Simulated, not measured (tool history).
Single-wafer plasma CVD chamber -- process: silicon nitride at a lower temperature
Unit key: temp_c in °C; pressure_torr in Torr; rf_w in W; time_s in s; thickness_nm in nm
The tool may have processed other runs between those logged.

run,day,temp_c,pressure_torr,rf_w,time_s,thickness_nm
1,0.000,325,1.76,355,16.1,23.788
2,0.267,325,1.46,355,16.1,22.708
3,0.458,325,1.43,350,16.1,22.531
4,0.762,331,1.43,350,16.1,22.360
5,0.825,331,1.41,345,16.1,22.028
6,1.200,331,1.38,345,16.1,21.849
7,1.262,331,1.36,345,16.1,21.656

Predict the results of run 8:
8,1.371,331,1.34,345,16.1,?

thickness_nm: 21.568 nm
